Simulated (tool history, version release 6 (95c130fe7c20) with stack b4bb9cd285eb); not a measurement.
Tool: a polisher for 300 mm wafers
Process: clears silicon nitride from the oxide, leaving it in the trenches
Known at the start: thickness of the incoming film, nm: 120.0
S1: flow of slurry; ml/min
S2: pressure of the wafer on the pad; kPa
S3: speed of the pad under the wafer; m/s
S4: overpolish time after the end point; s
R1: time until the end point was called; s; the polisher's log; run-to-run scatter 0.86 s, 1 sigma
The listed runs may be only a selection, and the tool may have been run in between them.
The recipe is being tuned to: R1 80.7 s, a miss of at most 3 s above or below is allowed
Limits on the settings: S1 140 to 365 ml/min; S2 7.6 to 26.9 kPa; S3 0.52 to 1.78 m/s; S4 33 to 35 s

run 1 day=0 | S1=235 S2=17.2 S3=1.14 S4=33 | R1=136.55
run 2 day=0.321 | S1=235 S2=18.6 S3=1.14 S4=33 | R1=126.91
run 3 day=0.542 | S1=235 S2=16.5 S3=1.14 S4=33 | R1=139.02
run 4 day=0.725 | S1=235 S2=17.9 S3=1.14 S4=33 | R1=129.03
run 5 day=0.996 | S1=235 S2=18.6 S3=1.14 S4=33 | R1=128.08
run 6 day=1.108 | S1=235 S2=22.8 S3=1.14 S4=33 | R1=108.34
run 7 day=1.179 | S1=235 S2=23.4 S3=1.16 S4=33 | R1=105.02
run 8 day=1.392 | S1=235 S2=24.1 S3=1.18 S4=33 | R1=101.43
run 9 day=1.475 | S1=235 S2=24.8 S3=1.2 S4=33 | R1=98.044

Below are 5 possible settings for the next run. Only one of them brings all results inside the allowed miss of their targets. Which is it?
run A day=1.558 | S1=245 S2=23.4 S3=1.4 S4=33 | R1=?
run B day=1.558 | S1=265 S2=21.4 S3=1.5 S4=35 | R1=?
run C day=1.558 | S1=230 S2=24.1 S3=1.08 S4=33 | R1=?
run D day=1.558 | S1=155 S2=22.8 S3=1.28 S4=35 | R1=?
run E day=1.558 | S1=280 S2=26.2 S3=1.36 S4=34 | R1=?

move=A R1=86
move=B R1=85.796
move=C R1=108.93
move=D R1=102.77
move=E R1=79.684
A: better than the last run, though not everything is in spec
B: better than the last run, though not everything is in spec
C: misses by more than the last run did
D: misses by more than the last run did
E: each result inside its tolerance
Go with E: it meets all targets.
